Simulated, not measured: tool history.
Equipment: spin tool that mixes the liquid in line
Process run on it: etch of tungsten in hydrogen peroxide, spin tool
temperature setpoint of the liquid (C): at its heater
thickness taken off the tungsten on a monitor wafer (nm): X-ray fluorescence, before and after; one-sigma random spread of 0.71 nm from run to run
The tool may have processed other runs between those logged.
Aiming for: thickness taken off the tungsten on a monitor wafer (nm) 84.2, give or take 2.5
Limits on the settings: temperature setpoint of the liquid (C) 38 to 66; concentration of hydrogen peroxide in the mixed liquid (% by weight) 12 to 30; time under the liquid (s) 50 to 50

run	hour	temperature setpoint of the liquid (C)	concentration of hydrogen peroxide in the mixed liquid (% by weight)	time under the liquid (s)	thickness taken off the tungsten on a monitor wafer (nm)
1	0	54	20.5	50	56.312
2	6.5	54	17	50	51.02
3	13.1	56	17	50	56.795
4	20	58	17	50	63.703
5	20.8	59.5	17	50	68.986
6	27.4	59.5	17	50	71.011
7	34.5	60	17	50	72.536
8	43.3	60	17	50	71.589

Which of these 4 next moves meets every target?
A	52.1	60.5	19	50	?
B	52.1	66	12	50	?
C	52.1	62	20.5	50	?
D	52.1	63	18	50	?

move	thickness taken off the tungsten on a monitor wafer (nm)
A	78.106
B	84.65
C	88.383
D	87.646
A: better than the last run, though not everything is in spec
B: every result within its allowed miss
C: carries the result that was furthest off beyond its target, to the other side
D: carries the result that was furthest off beyond its target, to the other side
B is the move that brings every result within its allowed miss.

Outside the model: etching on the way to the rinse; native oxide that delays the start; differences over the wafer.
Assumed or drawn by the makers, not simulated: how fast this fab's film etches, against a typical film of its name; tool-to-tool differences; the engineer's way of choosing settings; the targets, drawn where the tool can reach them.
